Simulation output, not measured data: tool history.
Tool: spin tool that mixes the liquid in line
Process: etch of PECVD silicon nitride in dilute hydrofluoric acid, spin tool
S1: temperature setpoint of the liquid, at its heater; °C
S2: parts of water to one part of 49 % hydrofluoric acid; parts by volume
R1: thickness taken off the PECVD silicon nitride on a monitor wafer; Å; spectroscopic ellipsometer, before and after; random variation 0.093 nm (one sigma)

{"run": 1, "hour": 0.0, "S1": 21, "S2": 235, "time under the liquid (s)": 300, "R1": 41.044}
{"run": 2, "hour": 2.9, "S1": 23, "S2": 235, "time under the liquid (s)": 300, "R1": 46.833}
{"run": 3, "hour": 5.6, "S1": 24, "S2": 235, "time under the liquid (s)": 300, "R1": 48.883}
{"run": 4, "hour": 10.7, "S1": 24, "S2": 270, "time under the liquid (s)": 300, "R1": 43.121}
{"run": 5, "hour": 12.9, "S1": 21, "S2": 270, "time under the liquid (s)": 300, "R1": 35.036}
{"run": 6, "hour": 19.9, "S1": 24, "S2": 270, "time under the liquid (s)": 300, "R1": 43.08}
{"run": 7, "hour": 24.1, "S1": 25, "S2": 265, "time under the liquid (s)": 300, "R1": 47.735}
{"run": 8, "hour": 33.1, "S1": 26, "S2": 265, "time under the liquid (s)": 300, "R1": 48.105}
{"run": 9, "hour": 38.9, "S1": 26.5, "S2": 260, "time under the liquid (s)": 300, "R1": 51.442}
{"run": 10, "hour": 40.5, "S1": 27, "S2": 255, "time under the liquid (s)": 300, "R1": 54.766}

Forecast run 11:
{"run": 11, "hour": 48.2, "S1": 27.5, "S2": 255, "time under the liquid (s)": 300, "R1": "?"}

Run 11 gave R1 57.239 Å.
